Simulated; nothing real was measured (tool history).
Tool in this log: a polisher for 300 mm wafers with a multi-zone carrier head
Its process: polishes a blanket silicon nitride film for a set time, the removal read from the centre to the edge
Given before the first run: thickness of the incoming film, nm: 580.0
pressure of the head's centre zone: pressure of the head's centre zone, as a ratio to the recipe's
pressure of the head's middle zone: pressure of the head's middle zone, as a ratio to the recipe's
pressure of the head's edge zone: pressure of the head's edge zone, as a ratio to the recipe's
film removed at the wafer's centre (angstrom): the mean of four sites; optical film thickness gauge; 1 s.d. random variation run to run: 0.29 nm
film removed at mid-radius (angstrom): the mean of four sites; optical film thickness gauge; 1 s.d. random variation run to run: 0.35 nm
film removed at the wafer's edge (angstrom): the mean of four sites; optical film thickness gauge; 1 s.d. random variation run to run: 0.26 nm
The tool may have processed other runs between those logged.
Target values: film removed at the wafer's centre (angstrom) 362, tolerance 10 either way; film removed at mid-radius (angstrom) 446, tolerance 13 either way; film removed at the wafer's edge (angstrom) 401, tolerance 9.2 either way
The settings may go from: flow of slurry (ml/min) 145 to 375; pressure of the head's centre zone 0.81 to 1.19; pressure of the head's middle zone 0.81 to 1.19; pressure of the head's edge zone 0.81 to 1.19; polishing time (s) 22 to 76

run    day  flow of slurry (ml/min)  pressure of the head's centre zone  pressure of the head's middle zone  pressure of the head's edge zone  polishing time (s)  film removed at the wafer's centre (angstrom)  film removed at mid-radius (angstrom)  film removed at the wafer's edge (angstrom)
  1      0                      240                                   1                                   1                                 1                  49                                         561.63                                 581.39                                       569.46
  2  0.354                      240                                0.94                                   1                                 1                  49                                         535.11                                 577.92                                       560.86
  3  0.583                      220                                 0.9                                1.01                              0.98                  45                                         458.46                                 521.53                                       517.65
  4  0.642                      245                                 0.9                                1.01                              0.98                  45                                         470.26                                  528.2                                       515.89
  5  0.921                      245                                 0.9                                1.01                              0.98                  54                                         556.91                                 637.92                                       627.84
  6  1.054                      245                                 0.9                                1.01                              1.04                  54                                         566.87                                 638.16                                       638.37
  7    1.3                      255                                0.89                                1.03                                 1                  48                                         485.81                                 572.85                                       558.18
  8  1.646                      200                                 0.9                                1.05                               0.9                  35                                         352.76                                  417.5                                       383.17
  9  1.775                      215                                 0.9                                1.06                              0.91                  35                                         358.39                                 420.82                                       384.41
 10  1.867                      225                                0.89                                1.07                              0.93                  35                                         350.21                                 428.64                                        386.9
 11  2.033                      225                                0.89                                1.07                              0.93                  35                                         354.77                                 425.72                                       392.83

4 next moves are on the table. One of them brings every result within its allowed miss. Which?
  A  2.2                      240                                0.88                                1.15                              0.86                  35                                              ?                                      ?                                            ?
  B  2.2                      220                                0.87                                1.07                              0.89                  37                                              ?                                      ?                                            ?
  C  2.2                      270                                0.98                                1.05                              0.91                  33                                              ?                                      ?                                            ?
  D  2.2                      240                                0.86                                0.97                              1.01                  35                                              ?                                      ?                                            ?

move  film removed at the wafer's centre (angstrom)  film removed at mid-radius (angstrom)  film removed at the wafer's edge (angstrom)
   A                                         352.25                                 460.24                                       381.53
   B                                         363.32                                 454.49                                       406.55
   C                                         375.66                                 409.41                                       373.46
   D                                         343.78                                 403.05                                       412.17
A: moves the result that the last run missed by most past its target, out the other side
B: in spec on every target
C: the biggest miss grows against the last run
D: the biggest miss grows against the last run
Correct choice: B, which meets every target
